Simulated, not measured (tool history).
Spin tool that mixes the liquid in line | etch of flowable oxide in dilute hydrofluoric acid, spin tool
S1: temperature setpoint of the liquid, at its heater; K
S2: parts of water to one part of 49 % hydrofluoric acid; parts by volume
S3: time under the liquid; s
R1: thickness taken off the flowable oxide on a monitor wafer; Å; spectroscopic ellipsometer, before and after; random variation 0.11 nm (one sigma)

run    day      S1   S2   S3      R1
  1  0.000  297.15  230  285  198.04
  2  0.238  296.65  230  285  196.92
  3  0.392  298.15  230  285  209.81
  4  0.667  298.15  230  285  207.64
  5  0.758  295.15  230  285  186.73
  6  0.879  295.15  310  285  126.25
  7  1.238  295.65  310  285  129.12

Predict the results of run 8:
  8  1.571  297.15  310  285   ?

{"run 8": {"R1": 137.13}}
